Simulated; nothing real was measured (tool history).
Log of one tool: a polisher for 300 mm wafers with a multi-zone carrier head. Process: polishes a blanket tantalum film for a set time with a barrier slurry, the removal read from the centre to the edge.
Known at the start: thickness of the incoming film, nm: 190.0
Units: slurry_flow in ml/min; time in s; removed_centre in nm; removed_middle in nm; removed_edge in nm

| run | hour | slurry_flow | centre_zone | middle_zone | edge_zone | slurry_solids | time | removed_centre | removed_middle | removed_edge |
|---|---|---|---|---|---|---|---|---|---|---|
| 1 | 0.0 | 190 | 1.00 | 1.00 | 1.00 | 1.00 | 27 | 76.735 | 79.339 | 76.866 |
| 2 | 6.2 | 200 | 1.04 | 1.00 | 1.03 | 1.05 | 27 | 83.447 | 80.327 | 78.535 |
| 3 | 12.6 | 210 | 1.05 | 1.00 | 1.06 | 1.10 | 27 | 85.208 | 82.005 | 82.765 |
| 4 | 20.5 | 220 | 1.07 | 1.01 | 1.07 | 1.10 | 27 | 85.675 | 83.256 | 82.171 |
| 5 | 22.9 | 220 | 1.09 | 1.01 | 1.08 | 1.15 | 27 | 89.774 | 81.914 | 84.270 |
| 6 | 30.7 | 220 | 1.09 | 1.01 | 1.08 | 1.00 | 27 | 84.329 | 79.963 | 81.108 |
| 7 | 32.9 | 225 | 1.11 | 1.02 | 1.09 | 1.05 | 27 | 87.368 | 82.908 | 83.003 |
| 8 | 34.2 | 225 | 1.11 | 1.02 | 1.09 | 1.05 | 27 | 89.167 | 84.790 | 82.781 |

Forecast run 9:
| 9 | 37.1 | 230 | 1.13 | 1.02 | 1.10 | 1.10 | 27 | ? | ? | ? |

removed_centre: 94.201 nm
removed_middle: 83.939 nm
removed_edge: 84.147 nm
